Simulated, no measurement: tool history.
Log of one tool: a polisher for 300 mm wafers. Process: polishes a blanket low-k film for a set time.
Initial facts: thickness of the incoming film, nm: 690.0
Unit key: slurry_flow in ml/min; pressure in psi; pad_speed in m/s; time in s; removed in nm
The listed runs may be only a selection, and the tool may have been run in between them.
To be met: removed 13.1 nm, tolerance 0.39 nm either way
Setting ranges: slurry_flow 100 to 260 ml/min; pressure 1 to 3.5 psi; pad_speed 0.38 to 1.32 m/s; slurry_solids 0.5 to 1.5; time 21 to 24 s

Run 1, hour 0: slurry_flow 165 ml/min, pressure 2.2 psi, pad_speed 0.84 m/s, slurry_solids 1, time 24 s. Result: removed 8.3429 nm.
Run 2, hour 6.1: slurry_flow 165 ml/min, pressure 2.2 psi, pad_speed 0.84 m/s, slurry_solids 1, time 24 s. Result: removed 8.3025 nm.
Run 3, hour 11.5: slurry_flow 170 ml/min, pressure 2.3 psi, pad_speed 0.84 m/s, slurry_solids 1, time 24 s. Result: removed 8.7387 nm.
Run 4, hour 17: slurry_flow 170 ml/min, pressure 2.3 psi, pad_speed 0.84 m/s, slurry_solids 0.9, time 24 s. Result: removed 8.0886 nm.
Run 5, hour 22.5: slurry_flow 170 ml/min, pressure 2.3 psi, pad_speed 0.84 m/s, slurry_solids 0.7, time 24 s. Result: removed 7.058 nm.
Run 6, hour 27: slurry_flow 170 ml/min, pressure 2.3 psi, pad_speed 0.84 m/s, slurry_solids 0.7, time 21 s. Result: removed 6.2473 nm.
Run 7, hour 28.7: slurry_flow 175 ml/min, pressure 2.5 psi, pad_speed 0.86 m/s, slurry_solids 0.7, time 21 s. Result: removed 6.8477 nm.
Run 8, hour 31.4: slurry_flow 175 ml/min, pressure 2.5 psi, pad_speed 0.86 m/s, slurry_solids 0.7, time 21 s. Result: removed 6.7903 nm.
Run 9, hour 35.1: slurry_flow 175 ml/min, pressure 2.6 psi, pad_speed 0.92 m/s, slurry_solids 0.7, time 21 s. Result: removed 7.2645 nm.
Run 10, hour 43.4: slurry_flow 210 ml/min, pressure 3.2 psi, pad_speed 1.16 m/s, slurry_solids 0.75, time 21 s. Result: removed 11.368 nm.
Run 11, hour 48.8: slurry_flow 210 ml/min, pressure 3.4 psi, pad_speed 1.2 m/s, slurry_solids 0.75, time 21 s. Result: removed 12.389 nm.

5 next moves are on the table. One of them brings every result within its allowed miss. Which?
Run A, hour 54.2: slurry_flow 235 ml/min, pressure 3.5 psi, pad_speed 1.16 m/s, slurry_solids 0.7, time 23 s. Result: removed ?.
Run B, hour 54.2: slurry_flow 190 ml/min, pressure 3.4 psi, pad_speed 1.3 m/s, slurry_solids 0.85, time 21 s. Result: removed ?.
Run C, hour 54.2: slurry_flow 215 ml/min, pressure 3.3 psi, pad_speed 1.3 m/s, slurry_solids 0.65, time 22 s. Result: removed ?.
Run D, hour 54.2: slurry_flow 180 ml/min, pressure 3.2 psi, pad_speed 1.1 m/s, slurry_solids 0.8, time 22 s. Result: removed ?.
Run E, hour 54.2: slurry_flow 240 ml/min, pressure 3 psi, pad_speed 1.18 m/s, slurry_solids 0.9, time 21 s. Result: removed ?.

move  removed
   A   13.206
   B   13.975
   C   12.125
   D   11.798
   E   12.272
A: all results land within tolerance of their targets
B: takes the biggest miss from the last run beyond its target
C: moves away from the targets compared with the last run
D: moves away from the targets compared with the last run
E: moves away from the targets compared with the last run
So the answer is move A, the one that meets all the targets.
